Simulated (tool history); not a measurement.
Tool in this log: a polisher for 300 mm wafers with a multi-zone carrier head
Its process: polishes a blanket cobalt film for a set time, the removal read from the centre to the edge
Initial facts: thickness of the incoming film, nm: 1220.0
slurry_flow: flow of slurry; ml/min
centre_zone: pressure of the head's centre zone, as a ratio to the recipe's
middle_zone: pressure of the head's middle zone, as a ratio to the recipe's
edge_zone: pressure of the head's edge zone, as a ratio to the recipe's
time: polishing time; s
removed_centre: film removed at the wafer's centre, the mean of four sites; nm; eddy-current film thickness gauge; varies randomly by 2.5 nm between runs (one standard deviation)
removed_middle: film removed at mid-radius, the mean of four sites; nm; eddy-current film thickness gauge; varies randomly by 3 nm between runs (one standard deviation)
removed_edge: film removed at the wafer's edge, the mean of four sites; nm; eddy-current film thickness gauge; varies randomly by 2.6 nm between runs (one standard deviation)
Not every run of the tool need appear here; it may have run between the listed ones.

run	day	slurry_flow	centre_zone	middle_zone	edge_zone	time	removed_centre	removed_middle	removed_edge
1	0	190	1	1	1	55	240.74	246.37	237.17
2	0.142	205	1.01	1.02	1.03	56	253.94	253.68	245.38
3	0.442	205	1.01	1.05	1.03	56	246.59	257.28	239.8
4	0.596	210	1.01	1.06	1.04	57	257.68	267.7	249.42
5	0.646	210	1.01	1.02	1.04	57	255.86	256.84	249.09
6	0.779	210	1.01	1.04	1.05	58	257.74	265.56	252.82
7	0.929	215	1.01	1.05	1.06	59	264.86	274.63	260.8
8	1.138	220	1.01	1.06	1.07	59	268.71	279.47	260.22

Run 9, settings as shown, results not yet in. Your forecast:
9	1.504	225	1.01	1.06	1.08	59	?	?	?

{"run 9": {"removed_centre": 263.79, "removed_middle": 276.95, "removed_edge": 265.56}}

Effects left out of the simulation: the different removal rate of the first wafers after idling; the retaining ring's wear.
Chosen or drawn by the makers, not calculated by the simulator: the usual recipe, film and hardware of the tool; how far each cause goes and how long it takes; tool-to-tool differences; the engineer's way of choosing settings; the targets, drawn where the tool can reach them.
